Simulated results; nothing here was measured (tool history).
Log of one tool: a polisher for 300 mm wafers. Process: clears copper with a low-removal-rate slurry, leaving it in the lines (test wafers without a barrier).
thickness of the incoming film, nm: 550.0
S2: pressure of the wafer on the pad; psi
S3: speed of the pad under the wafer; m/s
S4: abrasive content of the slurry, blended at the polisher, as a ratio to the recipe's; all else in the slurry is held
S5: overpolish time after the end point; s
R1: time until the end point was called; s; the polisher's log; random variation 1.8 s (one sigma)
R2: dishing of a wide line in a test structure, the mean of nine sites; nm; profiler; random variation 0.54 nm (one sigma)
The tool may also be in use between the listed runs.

{"run": 1, "hour": 0.0, "flow of slurry (ml/min)": 240, "S2": 3.5, "S3": 1.2, "S4": 1, "S5": 18, "R1": 115.52, "R2": 60.278}
{"run": 2, "hour": 5.5, "flow of slurry (ml/min)": 240, "S2": 3.1, "S3": 1.2, "S4": 1, "S5": 18, "R1": 123.96, "R2": 54.61}
{"run": 3, "hour": 13.2, "flow of slurry (ml/min)": 235, "S2": 2.7, "S3": 1.18, "S4": 1, "S5": 18, "R1": 144.63, "R2": 48.585}
{"run": 4, "hour": 19.1, "flow of slurry (ml/min)": 235, "S2": 2.7, "S3": 1.18, "S4": 1.2, "S5": 18, "R1": 137.53, "R2": 50.117}
{"run": 5, "hour": 24.1, "flow of slurry (ml/min)": 235, "S2": 3, "S3": 1.18, "S4": 1.2, "S5": 18, "R1": 125.32, "R2": 54.19}
{"run": 6, "hour": 26.4, "flow of slurry (ml/min)": 235, "S2": 2.6, "S3": 1.18, "S4": 1.2, "S5": 18, "R1": 140.97, "R2": 49.656}

Forecast run 7:
{"run": 7, "hour": 31.9, "flow of slurry (ml/min)": 235, "S2": 2.3, "S3": 1.18, "S4": 1.2, "S5": 18, "R1": "?", "R2": "?"}

Run 7 gave R1 154.45 s, R2 44.879 nm.
